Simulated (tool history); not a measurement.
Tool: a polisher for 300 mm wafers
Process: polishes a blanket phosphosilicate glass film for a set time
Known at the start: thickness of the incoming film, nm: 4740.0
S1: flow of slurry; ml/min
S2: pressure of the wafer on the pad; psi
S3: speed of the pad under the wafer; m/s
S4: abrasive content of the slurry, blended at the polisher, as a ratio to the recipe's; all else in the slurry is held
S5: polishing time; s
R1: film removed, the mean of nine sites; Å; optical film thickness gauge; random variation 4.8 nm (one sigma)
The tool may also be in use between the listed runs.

Run 1, hour 0.0: S1 280 ml/min, S2 2.1 psi, S3 1.18 m/s, S4 1.0, S5 122 s. Result: R1 8391.4 Å.
Run 2, hour 7.9: S1 280 ml/min, S2 2.1 psi, S3 1.18 m/s, S4 0.9, S5 122 s. Result: R1 7948.9 Å.
Run 3, hour 8.5: S1 280 ml/min, S2 2.0 psi, S3 1.18 m/s, S4 0.9, S5 122 s. Result: R1 7646.8 Å.
Run 4, hour 15.7: S1 280 ml/min, S2 2.0 psi, S3 1.18 m/s, S4 1.1, S5 122 s. Result: R1 8452.4 Å.
Run 5, hour 22.2: S1 280 ml/min, S2 2.0 psi, S3 1.18 m/s, S4 1.1, S5 128 s. Result: R1 8944.0 Å.
Run 6, hour 24.7: S1 280 ml/min, S2 1.9 psi, S3 1.18 m/s, S4 1.1, S5 128 s. Result: R1 8512.9 Å.
Run 7, hour 33.6: S1 280 ml/min, S2 1.8 psi, S3 1.18 m/s, S4 1.1, S5 128 s. Result: R1 8298.5 Å.
Run 8, hour 37.6: S1 280 ml/min, S2 1.7 psi, S3 1.18 m/s, S4 1.1, S5 128 s. Result: R1 7875.2 Å.
Run 9, hour 38.8: S1 280 ml/min, S2 1.6 psi, S3 1.18 m/s, S4 1.1, S5 128 s. Result: R1 7648.3 Å.
Run 10, hour 46.0: S1 280 ml/min, S2 1.5 psi, S3 1.18 m/s, S4 1.1, S5 128 s. Result: R1 7231.0 Å.
Run 11, hour 46.6: S1 280 ml/min, S2 1.4 psi, S3 1.18 m/s, S4 1.1, S5 128 s. Result: R1 7049.4 Å.

Forecast run 12:
At hour 55.4: slurry nozzle cleaned.
Run 12, hour 55.4: S1 275 ml/min, S2 1.2 psi, S3 1.18 m/s, S4 1.1, S5 128 s. Result: R1 ?.

{"run 12": {"R1": 6529.2}}
